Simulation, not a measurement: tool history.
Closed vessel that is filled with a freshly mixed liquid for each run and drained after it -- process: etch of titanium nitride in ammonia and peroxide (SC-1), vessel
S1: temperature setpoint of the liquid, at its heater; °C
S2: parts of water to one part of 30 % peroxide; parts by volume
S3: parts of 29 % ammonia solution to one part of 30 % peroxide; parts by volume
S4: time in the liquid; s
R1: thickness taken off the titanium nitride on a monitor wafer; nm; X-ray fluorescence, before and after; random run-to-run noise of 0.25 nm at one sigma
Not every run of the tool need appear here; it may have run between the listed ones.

| run | hour | S1 | S2 | S3 | S4 | R1 |
|---|---|---|---|---|---|---|
| 1 | 0.0 | 48.0 | 12.5 | 0.4 | 555 | 19.634 |
| 2 | 4.1 | 48.0 | 16.5 | 0.4 | 555 | 16.597 |
| 3 | 6.0 | 50.5 | 16.5 | 0.4 | 555 | 19.924 |
| 4 | 9.0 | 52.5 | 16.5 | 0.4 | 555 | 22.954 |
| 5 | 13.6 | 54.0 | 16.5 | 0.4 | 555 | 25.444 |
| 6 | 20.5 | 48.0 | 16.5 | 0.4 | 555 | 16.888 |
| 7 | 29.4 | 51.0 | 16.5 | 0.4 | 555 | 20.625 |
| 8 | 34.6 | 58.0 | 16.5 | 0.4 | 555 | 32.694 |

Run 9 is up next; what results do you expect?
| 9 | 37.8 | 57.5 | 16.5 | 0.4 | 555 | ? |

R1: 32.035 nm
